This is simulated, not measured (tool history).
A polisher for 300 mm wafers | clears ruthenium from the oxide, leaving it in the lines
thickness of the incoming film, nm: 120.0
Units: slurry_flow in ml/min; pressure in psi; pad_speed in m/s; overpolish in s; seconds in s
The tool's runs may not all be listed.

run 1 day=0 | slurry_flow=200 pressure=1.5 pad_speed=1.28 overpolish=4 | seconds=125.82
run 2 day=0.175 | slurry_flow=200 pressure=1.6 pad_speed=1.28 overpolish=4 | seconds=113.75
run 3 day=0.462 | slurry_flow=200 pressure=1.6 pad_speed=1.28 overpolish=4 | seconds=114.69
run 4 day=0.7 | slurry_flow=200 pressure=1.7 pad_speed=1.28 overpolish=4 | seconds=109.47
run 5 day=1.017 | slurry_flow=200 pressure=1.8 pad_speed=1.3 overpolish=4 | seconds=100.54
run 6 day=1.05 | slurry_flow=200 pressure=1.8 pad_speed=1.3 overpolish=4 | seconds=102.01
run 7 day=1.367 | slurry_flow=200 pressure=1.9 pad_speed=1.32 overpolish=4 | seconds=94.242
-- day=1.571 slurry nozzle cleaned
run 8 day=1.571 | slurry_flow=200 pressure=2.1 pad_speed=1.36 overpolish=4 | seconds=81.784

Run 9 comes next. What will it give?
run 9 day=1.729 | slurry_flow=200 pressure=2.2 pad_speed=1.38 overpolish=4 | seconds=?

Run 9 gave seconds 75.798 s.
